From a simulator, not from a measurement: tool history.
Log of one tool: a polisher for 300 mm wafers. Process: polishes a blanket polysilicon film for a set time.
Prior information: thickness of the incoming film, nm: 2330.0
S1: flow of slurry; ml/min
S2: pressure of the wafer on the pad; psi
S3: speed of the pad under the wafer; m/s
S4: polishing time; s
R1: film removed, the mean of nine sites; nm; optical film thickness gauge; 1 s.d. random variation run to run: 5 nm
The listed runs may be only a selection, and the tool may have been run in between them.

run,hour,S1,S2,S3,S4,R1
1,0,165,3,1.28,101,943.42
2,1.4,160,2.9,1.28,101,912
3,9.2,155,2.8,1.28,101,878.84
4,12.7,150,2.7,1.28,101,836.01
5,16.7,145,2.7,1.28,101,829.59
6,17.7,140,2.7,1.28,101,829.61
7,24.1,135,2.7,1.28,101,827.94
8,26.1,130,2.7,1.28,101,821.12

The next listed run, before its measurement:
9,32.3,125,2.7,1.28,101,?

Run 9 gave R1 819.51 nm.

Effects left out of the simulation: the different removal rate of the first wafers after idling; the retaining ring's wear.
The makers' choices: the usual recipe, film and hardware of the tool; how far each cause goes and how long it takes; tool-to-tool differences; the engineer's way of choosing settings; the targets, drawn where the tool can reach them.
